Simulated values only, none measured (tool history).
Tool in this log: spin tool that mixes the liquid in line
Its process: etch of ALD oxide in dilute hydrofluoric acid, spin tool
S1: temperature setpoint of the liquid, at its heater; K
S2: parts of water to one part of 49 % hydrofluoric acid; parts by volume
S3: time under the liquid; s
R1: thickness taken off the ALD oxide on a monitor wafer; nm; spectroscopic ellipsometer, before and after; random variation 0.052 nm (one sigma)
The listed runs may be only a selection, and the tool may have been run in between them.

Run 1, day 0: S1 294.15 K, S2 235 parts by volume, S3 205 s. Result: R1 8.9417 nm.
Run 2, day 0.058: S1 294.15 K, S2 235 parts by volume, S3 205 s. Result: R1 9.0159 nm.
Run 3, day 0.096: S1 291.15 K, S2 235 parts by volume, S3 205 s. Result: R1 8.005 nm.
Run 4, day 0.233: S1 293.65 K, S2 235 parts by volume, S3 205 s. Result: R1 8.8392 nm.
Run 5, day 0.438: S1 293.65 K, S2 235 parts by volume, S3 205 s. Result: R1 8.8012 nm.
Run 6, day 0.6: S1 293.65 K, S2 315 parts by volume, S3 205 s. Result: R1 6.1198 nm.
Run 7, day 0.704: S1 296.15 K, S2 295 parts by volume, S3 205 s. Result: R1 7.2509 nm.
Run 8, day 0.862: S1 297.65 K, S2 280 parts by volume, S3 205 s. Result: R1 8.2143 nm.
Run 9, day 1.062: S1 299.15 K, S2 270 parts by volume, S3 205 s. Result: R1 9.0328 nm.

Run 10 is up next; what results do you expect?
Run 10, day 1.321: S1 300.15 K, S2 260 parts by volume, S3 205 s. Result: R1 ?.

{"run 10": {"R1": 9.7642}}
